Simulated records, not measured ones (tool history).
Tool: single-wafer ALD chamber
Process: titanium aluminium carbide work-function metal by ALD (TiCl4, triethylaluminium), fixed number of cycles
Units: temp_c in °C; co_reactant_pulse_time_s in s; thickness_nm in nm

Run 1, hour 0: temp_c 275 °C, co_reactant_pulse_time_s 11.31 s. Result: thickness_nm 1.7974 nm.
Run 2, hour 7.5: temp_c 282 °C, co_reactant_pulse_time_s 11.31 s. Result: thickness_nm 1.8489 nm.
Run 3, hour 8.5: temp_c 282 °C, co_reactant_pulse_time_s 10.19 s. Result: thickness_nm 1.8058 nm.
Run 4, hour 12.5: temp_c 276 °C, co_reactant_pulse_time_s 10.19 s. Result: thickness_nm 1.7526 nm.
Run 5, hour 20.2: temp_c 271 °C, co_reactant_pulse_time_s 10.19 s. Result: thickness_nm 1.7095 nm.
Run 6, hour 25.3: temp_c 275 °C, co_reactant_pulse_time_s 10.8 s. Result: thickness_nm 1.7678 nm.
Run 7, hour 28.3: temp_c 279 °C, co_reactant_pulse_time_s 11.37 s. Result: thickness_nm 1.8244 nm.

Run 8 comes next. What will it give?
Run 8, hour 29.4: temp_c 282 °C, co_reactant_pulse_time_s 11.78 s. Result: thickness_nm ?.

Run 8 gave thickness_nm 1.8603 nm.

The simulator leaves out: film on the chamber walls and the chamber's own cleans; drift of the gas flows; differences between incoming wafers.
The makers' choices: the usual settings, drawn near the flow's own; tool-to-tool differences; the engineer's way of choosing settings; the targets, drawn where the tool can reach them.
